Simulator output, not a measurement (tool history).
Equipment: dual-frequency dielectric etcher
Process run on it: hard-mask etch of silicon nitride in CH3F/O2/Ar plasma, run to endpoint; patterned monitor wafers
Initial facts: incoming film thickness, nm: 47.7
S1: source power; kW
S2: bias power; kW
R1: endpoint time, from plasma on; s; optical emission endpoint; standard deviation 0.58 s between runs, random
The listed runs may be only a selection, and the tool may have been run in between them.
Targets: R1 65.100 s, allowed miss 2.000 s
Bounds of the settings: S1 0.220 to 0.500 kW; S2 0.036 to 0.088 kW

Run 1, hour 0.0: S1 0.360 kW, S2 0.062 kW. Result: R1 70.882 s.
Run 2, hour 5.3: S1 0.320 kW, S2 0.062 kW. Result: R1 75.158 s.
Run 3, hour 13.1: S1 0.370 kW, S2 0.062 kW. Result: R1 70.606 s.
Run 4, hour 21.9: S1 0.380 kW, S2 0.063 kW. Result: R1 69.872 s.
Run 5, hour 26.5: S1 0.390 kW, S2 0.064 kW. Result: R1 68.563 s.
Run 6, hour 27.7: S1 0.370 kW, S2 0.064 kW. Result: R1 71.218 s.
Run 7, hour 33.2: S1 0.380 kW, S2 0.064 kW. Result: R1 68.845 s.
Run 8, hour 39.1: S1 0.390 kW, S2 0.064 kW. Result: R1 68.636 s.
Run 9, hour 47.2: S1 0.390 kW, S2 0.064 kW. Result: R1 69.679 s.
Run 10, hour 49.0: S1 0.400 kW, S2 0.065 kW. Result: R1 67.746 s.
At hour 49.7: source power generator calibrated.
Run 11, hour 49.7: S1 0.400 kW, S2 0.065 kW. Result: R1 68.538 s.
Run 12, hour 58.8: S1 0.410 kW, S2 0.066 kW. Result: R1 68.768 s.
Run 13, hour 67.1: S1 0.410 kW, S2 0.066 kW. Result: R1 67.566 s.

Which one of the following 4 next-run settings gets every result inside its allowed miss? There is exactly one.
Run A, hour 75.4: S1 0.390 kW, S2 0.067 kW. Result: R1 ?.
Run B, hour 75.4: S1 0.500 kW, S2 0.077 kW. Result: R1 ?.
Run C, hour 75.4: S1 0.370 kW, S2 0.073 kW. Result: R1 ?.
Run D, hour 75.4: S1 0.450 kW, S2 0.069 kW. Result: R1 ?.

move      R1
   A  68.540
   B  59.066
   C  68.323
   D  63.860
A: lands further from the targets than the last run did
B: the result that was furthest off in the last run now lies on the other side of its target
C: lands further from the targets than the last run did
D: hits every target within its allowed miss
The move that meets every target is D.

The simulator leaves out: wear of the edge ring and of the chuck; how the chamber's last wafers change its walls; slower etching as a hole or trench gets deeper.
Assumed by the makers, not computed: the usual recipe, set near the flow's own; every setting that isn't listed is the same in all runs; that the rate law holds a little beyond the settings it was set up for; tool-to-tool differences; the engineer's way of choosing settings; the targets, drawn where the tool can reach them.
